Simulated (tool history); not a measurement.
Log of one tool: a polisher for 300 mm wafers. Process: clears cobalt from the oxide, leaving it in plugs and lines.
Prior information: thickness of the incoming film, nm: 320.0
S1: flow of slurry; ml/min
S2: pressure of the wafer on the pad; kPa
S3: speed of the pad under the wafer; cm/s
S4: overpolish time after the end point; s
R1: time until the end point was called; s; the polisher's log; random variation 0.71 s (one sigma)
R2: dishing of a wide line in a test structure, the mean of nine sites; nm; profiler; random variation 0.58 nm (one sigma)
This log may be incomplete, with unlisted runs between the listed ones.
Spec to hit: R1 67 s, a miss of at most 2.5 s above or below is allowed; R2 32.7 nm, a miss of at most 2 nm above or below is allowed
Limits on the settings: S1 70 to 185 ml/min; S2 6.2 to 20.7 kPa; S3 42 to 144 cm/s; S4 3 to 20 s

run,hour,S1,S2,S3,S4,R1,R2
1,0,120,13.1,92,10,83.907,26.841
2,2.8,135,14.5,92,10,75.895,27.604
3,7.6,135,15.2,92,11,70.026,31.247
4,15.3,135,13.1,92,11,80.834,28.651
5,17.6,145,14.5,92,11,72.633,30.75
6,19.7,135,14.5,92,11,73.652,30.813
7,27.4,140,15.2,92,11,69.638,31.44
8,35.2,145,15.2,92,11,70.225,32.1

4 next moves are on the table. One of them brings every result within its allowed miss. Which?
A,43,125,15.2,100,11,?,?
B,43,165,17.2,78,9,?,?
C,43,115,15.9,106,8,?,?
D,43,135,13.8,98,12,?,?

move,R1,R2
A,65.596,32.815
B,69.968,27.7
C,60.449,28.208
D,72.255,32.648
A: all results in spec
B: lands further from the targets than the last run did
C: carries the result that was furthest off beyond its target, to the other side
D: lands further from the targets than the last run did
A is the move that brings every result within its allowed miss.

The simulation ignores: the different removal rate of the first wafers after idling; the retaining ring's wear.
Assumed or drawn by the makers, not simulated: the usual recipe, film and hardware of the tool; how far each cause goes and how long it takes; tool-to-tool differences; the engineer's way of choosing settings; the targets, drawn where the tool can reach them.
